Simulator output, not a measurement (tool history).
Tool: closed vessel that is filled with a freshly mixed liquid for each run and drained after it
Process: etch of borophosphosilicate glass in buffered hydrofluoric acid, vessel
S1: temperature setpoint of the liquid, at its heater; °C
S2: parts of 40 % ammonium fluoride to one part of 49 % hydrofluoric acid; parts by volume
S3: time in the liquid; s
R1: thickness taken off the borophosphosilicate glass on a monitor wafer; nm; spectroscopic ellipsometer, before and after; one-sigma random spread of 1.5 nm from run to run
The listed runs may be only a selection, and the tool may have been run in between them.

run	hour	S1	S2	S3	R1
1	0.0	20.0	11.0	100	208.61
2	6.1	20.0	12.0	100	190.38
3	6.9	19.0	12.0	100	180.05
4	14.0	19.0	10.5	100	205.60
5	15.1	18.5	11.0	100	188.31
6	20.7	18.5	12.5	100	168.02
7	27.7	18.5	12.5	100	168.60

Run 8 comes next. What will it give?
8	32.9	18.0	12.5	100	?

Run 8 measured R1 160.92 nm.
